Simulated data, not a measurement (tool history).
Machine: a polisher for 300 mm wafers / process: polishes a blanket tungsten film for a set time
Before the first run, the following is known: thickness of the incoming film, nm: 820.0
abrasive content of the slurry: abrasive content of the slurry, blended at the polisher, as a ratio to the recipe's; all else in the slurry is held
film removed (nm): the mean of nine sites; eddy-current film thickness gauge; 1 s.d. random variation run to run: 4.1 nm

run	day	flow of slurry (ml/min)	pressure of the wafer on the pad (psi)	speed of the pad under the wafer (m/s)	abrasive content of the slurry	polishing time (s)	film removed (nm)
1	0.000	135	3.7	1.20	1.0	72	373.70
2	0.075	150	3.7	1.20	1.0	72	390.23
3	0.108	150	3.7	1.20	1.0	75	413.53
4	0.258	145	3.4	1.20	1.0	75	372.27
5	0.512	140	3.2	1.20	1.0	75	353.57
6	0.833	135	3.0	1.20	1.0	75	331.24
7	0.938	130	2.9	1.20	1.0	75	315.94

What will run 8 give?
8	1.192	125	2.8	1.20	1.0	75	?

Run 8 produced film removed (nm) 305.51.

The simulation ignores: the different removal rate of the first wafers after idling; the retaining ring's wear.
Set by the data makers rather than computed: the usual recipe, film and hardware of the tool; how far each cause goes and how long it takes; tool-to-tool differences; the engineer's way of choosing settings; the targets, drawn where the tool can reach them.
